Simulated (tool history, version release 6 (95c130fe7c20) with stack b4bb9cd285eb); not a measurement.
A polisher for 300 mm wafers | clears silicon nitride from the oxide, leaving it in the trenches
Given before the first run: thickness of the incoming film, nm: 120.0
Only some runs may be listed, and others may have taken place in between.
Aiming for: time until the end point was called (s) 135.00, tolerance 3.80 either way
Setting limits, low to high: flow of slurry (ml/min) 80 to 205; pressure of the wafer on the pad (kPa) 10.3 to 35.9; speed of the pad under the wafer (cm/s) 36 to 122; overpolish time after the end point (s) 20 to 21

run	hour	flow of slurry (ml/min)	pressure of the wafer on the pad (kPa)	speed of the pad under the wafer (cm/s)	overpolish time after the end point (s)	time until the end point was called (s)
1	0.0	135	22.8	78	20	161.91
2	6.3	135	22.8	78	21	163.27
3	12.2	115	22.8	78	21	165.01
4	13.2	115	24.1	78	21	159.42
5	18.5	125	24.8	78	21	154.56
6	25.7	125	24.8	64	21	189.32
7	32.3	125	24.8	64	21	185.25
8	34.4	130	26.9	64	21	175.82
9	39.2	130	29.0	64	21	164.38
10	45.0	135	30.3	64	21	158.76
11	46.8	135	31.7	64	21	154.21
12	54.9	135	33.1	64	21	147.40

Consider the 5 candidate settings below. Which is the only one whose results all fall within their allowed miss of target?
A	63.0	95	28.3	80	20	?
B	63.0	135	33.1	64	20	?
C	63.0	135	35.9	66	21	?
D	63.0	140	33.1	64	21	?
E	63.0	135	31.7	68	20	?

move	time until the end point was called (s)
A	142.80
B	149.24
C	135.83
D	148.55
E	145.62
A: an improvement on the last run, though not all results are within tolerance
B: lands further from the targets than the last run did
C: in spec on every target
D: lands further from the targets than the last run did
E: an improvement on the last run, though not all results are within tolerance
Correct choice: C, which meets every target
